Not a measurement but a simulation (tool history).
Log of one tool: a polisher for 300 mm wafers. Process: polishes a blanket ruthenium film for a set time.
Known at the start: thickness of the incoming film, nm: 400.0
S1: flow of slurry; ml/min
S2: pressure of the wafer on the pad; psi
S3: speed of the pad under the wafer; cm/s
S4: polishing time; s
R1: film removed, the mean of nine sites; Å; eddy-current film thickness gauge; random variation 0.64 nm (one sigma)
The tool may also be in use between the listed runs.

Run 1, hour 0: S1 200 ml/min, S2 2.1 psi, S3 78 cm/s, S4 53 s. Result: R1 561.7 Å.
Run 2, hour 7.8: S1 200 ml/min, S2 2 psi, S3 78 cm/s, S4 53 s. Result: R1 552.77 Å.
Run 3, hour 15.4: S1 200 ml/min, S2 1.9 psi, S3 78 cm/s, S4 53 s. Result: R1 510.07 Å.
Run 4, hour 19.7: S1 200 ml/min, S2 2.1 psi, S3 78 cm/s, S4 53 s. Result: R1 563.16 Å.
Run 5, hour 22.2: S1 200 ml/min, S2 2.1 psi, S3 96 cm/s, S4 53 s. Result: R1 670.66 Å.
Run 6, hour 24.1: S1 200 ml/min, S2 1.9 psi, S3 94 cm/s, S4 53 s. Result: R1 593.92 Å.
Run 7, hour 29.8: S1 200 ml/min, S2 1.8 psi, S3 94 cm/s, S4 53 s. Result: R1 561.14 Å.
Run 8, hour 30.4: S1 200 ml/min, S2 1.7 psi, S3 94 cm/s, S4 53 s. Result: R1 534.37 Å.
Run 9, hour 35.3: S1 200 ml/min, S2 1.6 psi, S3 94 cm/s, S4 53 s. Result: R1 519.28 Å.

The next listed run, before its measurement:
Run 10, hour 38.8: S1 200 ml/min, S2 1.5 psi, S3 94 cm/s, S4 53 s. Result: R1 ?.

Run 10 gave R1 478.6 Å.
